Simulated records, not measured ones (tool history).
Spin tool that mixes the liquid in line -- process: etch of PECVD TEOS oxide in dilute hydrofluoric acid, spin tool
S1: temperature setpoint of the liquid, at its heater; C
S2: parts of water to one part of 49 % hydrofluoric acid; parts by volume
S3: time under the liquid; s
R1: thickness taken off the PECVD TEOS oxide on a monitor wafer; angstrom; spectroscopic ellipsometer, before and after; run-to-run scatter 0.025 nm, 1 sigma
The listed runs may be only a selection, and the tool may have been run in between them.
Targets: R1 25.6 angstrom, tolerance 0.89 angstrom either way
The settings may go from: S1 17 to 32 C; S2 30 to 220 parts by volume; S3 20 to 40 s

Run 1, hour 0: S1 24 C, S2 125 parts by volume, S3 40 s. Result: R1 48.761 angstrom.
Run 2, hour 3.3: S1 22 C, S2 140 parts by volume, S3 40 s. Result: R1 39.216 angstrom.
Run 3, hour 3.9: S1 22 C, S2 155 parts by volume, S3 40 s. Result: R1 35.138 angstrom.
Run 4, hour 6.2: S1 22 C, S2 180 parts by volume, S3 40 s. Result: R1 29.737 angstrom.
Run 5, hour 12.7: S1 22 C, S2 180 parts by volume, S3 20 s. Result: R1 14.551 angstrom.
Run 6, hour 19: S1 22 C, S2 180 parts by volume, S3 20 s. Result: R1 14.578 angstrom.
Run 7, hour 26.8: S1 26 C, S2 150 parts by volume, S3 20 s. Result: R1 21.268 angstrom.
Run 8, hour 27.6: S1 25 C, S2 150 parts by volume, S3 20 s. Result: R1 20.056 angstrom.
Run 9, hour 34.1: S1 24 C, S2 150 parts by volume, S3 20 s. Result: R1 19.782 angstrom.
Run 10, hour 36: S1 22.5 C, S2 150 parts by volume, S3 20 s. Result: R1 18.404 angstrom.
Run 11, hour 42.6: S1 25 C, S2 150 parts by volume, S3 20 s. Result: R1 20.478 angstrom.
Run 12, hour 45.1: S1 23.5 C, S2 150 parts by volume, S3 20 s. Result: R1 19.36 angstrom.
Run 13, hour 48.8: S1 23.5 C, S2 140 parts by volume, S3 20 s. Result: R1 21.024 angstrom.
Run 14, hour 57.4: S1 23.5 C, S2 130 parts by volume, S3 20 s. Result: R1 22.826 angstrom.
Run 15, hour 58.2: S1 23.5 C, S2 125 parts by volume, S3 20 s. Result: R1 23.555 angstrom.

4 next moves are on the table. One of them brings every result within its allowed miss. Which?
Run A, hour 59: S1 20.5 C, S2 150 parts by volume, S3 30 s. Result: R1 ?.
Run B, hour 59: S1 28 C, S2 145 parts by volume, S3 20 s. Result: R1 ?.
Run C, hour 59: S1 24 C, S2 170 parts by volume, S3 25 s. Result: R1 ?.
Run D, hour 59: S1 22.5 C, S2 125 parts by volume, S3 20 s. Result: R1 ?.

move      R1
   A  25.831
   B  23.863
   C  21.279
   D  22.987
A: hits every target within its allowed miss
B: an improvement on the last run, though not all results are within tolerance
C: the biggest miss grows against the last run
D: the biggest miss grows against the last run
So the answer is move A, the one that meets all the targets.

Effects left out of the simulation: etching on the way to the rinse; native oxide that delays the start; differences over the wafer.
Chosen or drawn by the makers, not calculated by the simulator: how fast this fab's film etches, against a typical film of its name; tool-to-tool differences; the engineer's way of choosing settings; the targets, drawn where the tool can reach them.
